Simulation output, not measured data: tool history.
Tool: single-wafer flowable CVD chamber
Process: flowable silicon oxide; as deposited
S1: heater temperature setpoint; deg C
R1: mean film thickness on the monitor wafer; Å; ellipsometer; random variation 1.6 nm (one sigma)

Run 1, hour 0.0: S1 95 deg C, chamber pressure (Torr) 0.696, RF power (kW) 2.655, deposition time (s) 416. Result: R1 2773.8 Å.
Run 2, hour 2.7: S1 91 deg C, chamber pressure (Torr) 0.696, RF power (kW) 2.655, deposition time (s) 416. Result: R1 3204.5 Å.
Run 3, hour 4.2: S1 88 deg C, chamber pressure (Torr) 0.696, RF power (kW) 2.655, deposition time (s) 416. Result: R1 3520.6 Å.
Run 4, hour 8.0: S1 88 deg C, chamber pressure (Torr) 0.766, RF power (kW) 2.655, deposition time (s) 416. Result: R1 3856.9 Å.
Run 5, hour 10.4: S1 86 deg C, chamber pressure (Torr) 0.766, RF power (kW) 2.655, deposition time (s) 416. Result: R1 4120.9 Å.
Run 6, hour 14.9: S1 86 deg C, chamber pressure (Torr) 0.766, RF power (kW) 2.485, deposition time (s) 416. Result: R1 4082.8 Å.
Run 7, hour 17.3: S1 84 deg C, chamber pressure (Torr) 0.766, RF power (kW) 2.485, deposition time (s) 416. Result: R1 4339.2 Å.

The next listed run, before its measurement:
Run 8, hour 22.3: S1 83 deg C, chamber pressure (Torr) 0.766, RF power (kW) 2.485, deposition time (s) 416. Result: R1 ?.

Run 8 gave R1 4474.1 Å.
